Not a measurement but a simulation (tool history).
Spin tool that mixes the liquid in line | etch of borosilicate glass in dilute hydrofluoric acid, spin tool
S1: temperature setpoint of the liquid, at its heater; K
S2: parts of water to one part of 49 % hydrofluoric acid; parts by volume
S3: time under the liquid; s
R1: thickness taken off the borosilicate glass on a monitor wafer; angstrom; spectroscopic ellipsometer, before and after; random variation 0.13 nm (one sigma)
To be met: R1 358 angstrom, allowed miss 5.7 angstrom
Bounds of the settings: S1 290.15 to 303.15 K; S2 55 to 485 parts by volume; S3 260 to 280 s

run,hour,S1,S2,S3,R1
1,0,295.15,270,260,326.89
2,1.4,295.15,205,260,458.27
3,2.7,294.15,210,260,428.09
4,6.5,294.15,135,260,715.42
5,11,293.15,155,260,585.33
6,12.4,292.65,170,260,516.08
7,16.1,292.15,180,260,476.06
8,17.2,291.65,185,260,452.26
9,24.8,291.15,190,260,428.08
10,31.7,291.15,195,260,416.96
11,36.8,291.15,200,260,402.57
12,44.7,291.15,205,260,392
13,51.6,290.65,210,260,371.99
14,53.7,290.15,210,260,366.96

Which of these 4 next moves meets every target?
A,55.8,290.15,210,270,?
B,55.8,290.15,210,265,?
C,55.8,290.65,215,265,?
D,55.8,291.65,235,275,?

move,R1
A,381.65
B,374.58
C,371.67
D,360.83
A: further off than the last run
B: further off than the last run
C: further off than the last run
D: meets every target
Answer: D
